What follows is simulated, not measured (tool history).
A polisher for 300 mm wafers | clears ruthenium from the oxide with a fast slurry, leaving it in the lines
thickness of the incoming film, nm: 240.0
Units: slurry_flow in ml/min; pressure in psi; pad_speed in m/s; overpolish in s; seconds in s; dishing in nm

run  hour  slurry_flow  pressure  pad_speed  slurry_solids  overpolish  seconds  dishing
  1   0.0          280       2.4       1.00            1.0          17   62.751   38.891
  2   5.8          280       2.6       1.02            1.0          18   57.357   42.943
  3  10.5          280       2.6       0.80            1.0          18   73.526   36.887
  4  19.2          280       2.8       0.82            1.0          19   66.240   39.708
  5  24.4          280       3.3       0.82            1.0          19   56.935   45.044
  6  33.2          280       3.3       0.82            0.8          19   60.429   42.661
  7  39.8          280       3.4       0.86            0.8          20   55.583   46.054
  8  41.8          280       3.5       0.88            0.8          21   54.287   50.022
  9  44.0          280       3.5       0.92            0.8          21   50.549   50.478

The next listed run, before its measurement:
 10  48.1          280       3.5       0.94            0.8          22        ?        ?

seconds: 49.284 s
dishing: 53.017 nm
